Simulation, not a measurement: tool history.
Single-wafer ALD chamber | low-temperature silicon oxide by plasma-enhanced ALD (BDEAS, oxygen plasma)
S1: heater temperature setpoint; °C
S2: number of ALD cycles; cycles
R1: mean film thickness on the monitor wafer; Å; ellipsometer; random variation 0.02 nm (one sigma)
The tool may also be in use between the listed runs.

{"run": 1, "hour": 0.0, "S1": 115, "S2": 36, "R1": 45.325}
{"run": 2, "hour": 4.9, "S1": 114, "S2": 37, "R1": 46.319}
{"run": 3, "hour": 5.5, "S1": 110, "S2": 37, "R1": 46.835}
{"run": 4, "hour": 10.3, "S1": 110, "S2": 38, "R1": 48.115}
{"run": 5, "hour": 11.9, "S1": 110, "S2": 39, "R1": 49.528}
{"hour": 19.5, "done": "thermocouple changed; heater temperature recalibrated"}
{"run": 6, "hour": 19.5, "S1": 110, "S2": 40, "R1": 50.927}

The next listed run, before its measurement:
{"run": 7, "hour": 26.4, "S1": 110, "S2": 40, "R1": "?"}

{"run 7": {"R1": 51.21}}
